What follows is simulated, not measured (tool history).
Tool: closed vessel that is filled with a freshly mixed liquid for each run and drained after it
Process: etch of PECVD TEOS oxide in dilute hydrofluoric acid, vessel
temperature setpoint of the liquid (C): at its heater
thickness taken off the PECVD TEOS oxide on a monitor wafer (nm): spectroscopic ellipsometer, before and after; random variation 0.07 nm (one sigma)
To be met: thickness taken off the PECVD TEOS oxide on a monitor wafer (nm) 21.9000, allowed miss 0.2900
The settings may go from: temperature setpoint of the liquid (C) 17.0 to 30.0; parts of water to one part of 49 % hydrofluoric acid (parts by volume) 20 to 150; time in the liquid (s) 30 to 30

run,hour,temperature setpoint of the liquid (C),parts of water to one part of 49 % hydrofluoric acid (parts by volume),time in the liquid (s),thickness taken off the PECVD TEOS oxide on a monitor wafer (nm)
1,0.0,22.0,85,30,8.8523
2,3.5,24.5,70,30,12.1100
3,6.9,26.5,60,30,15.4450
4,14.0,26.5,35,30,27.6970
5,15.6,26.5,35,30,27.5210
6,20.0,26.5,20,30,49.1850
7,26.9,27.5,30,30,33.7040
8,32.6,27.5,35,30,28.5730
9,36.8,28.5,40,30,25.8860
10,39.7,28.5,45,30,22.9850

Which of these 5 next moves meets every target?
A,42.6,27.5,45,30,?
B,42.6,29.5,45,30,?
C,42.6,29.0,45,30,?
D,42.6,30.0,45,30,?
E,42.6,29.5,50,30,?

move,thickness taken off the PECVD TEOS oxide on a monitor wafer (nm)
A,21.8680
B,23.6840
C,23.2190
D,24.1560
E,21.1540
A: meets every target
B: further off than the last run
C: further off than the last run
D: further off than the last run
E: takes the result that was furthest off past its target
Answer: A
